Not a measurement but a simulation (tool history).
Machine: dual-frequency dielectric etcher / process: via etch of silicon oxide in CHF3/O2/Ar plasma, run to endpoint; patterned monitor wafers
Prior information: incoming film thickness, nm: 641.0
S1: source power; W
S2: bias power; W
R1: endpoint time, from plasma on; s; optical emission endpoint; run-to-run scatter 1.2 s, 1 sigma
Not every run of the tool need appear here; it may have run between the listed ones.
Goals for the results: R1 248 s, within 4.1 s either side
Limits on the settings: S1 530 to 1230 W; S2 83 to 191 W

{"run": 1, "hour": 0.0, "S1": 880, "S2": 137, "R1": 278.34}
{"run": 2, "hour": 1.9, "S1": 920, "S2": 138, "R1": 271.72}
{"run": 3, "hour": 6.2, "S1": 950, "S2": 139, "R1": 267.75}
{"run": 4, "hour": 8.8, "S1": 1060, "S2": 139, "R1": 256.79}
{"run": 5, "hour": 10.5, "S1": 1070, "S2": 139, "R1": 255.12}
{"run": 6, "hour": 13.8, "S1": 1080, "S2": 139, "R1": 253.65}
{"run": 7, "hour": 18.1, "S1": 1090, "S2": 139, "R1": 252.5}
{"run": 8, "hour": 20.4, "S1": 1100, "S2": 139, "R1": 252.51}

Consider the 5 candidate settings below. Which is the only one whose results all fall within their allowed miss of target?
{"run": "A", "hour": 22.7, "S1": 1230, "S2": 148, "R1": "?"}
{"run": "B", "hour": 22.7, "S1": 1150, "S2": 127, "R1": "?"}
{"run": "C", "hour": 22.7, "S1": 970, "S2": 147, "R1": "?"}
{"run": "D", "hour": 22.7, "S1": 1100, "S2": 144, "R1": "?"}
{"run": "E", "hour": 22.7, "S1": 1080, "S2": 138, "R1": "?"}

move=A R1=234.92
move=B R1=253.21
move=C R1=259.41
move=D R1=248.02
move=E R1=253.25
A: the result that was furthest off in the last run now lies on the other side of its target
B: misses by more than the last run did
C: misses by more than the last run did
D: meets every target
E: misses by more than the last run did
The right move is D.
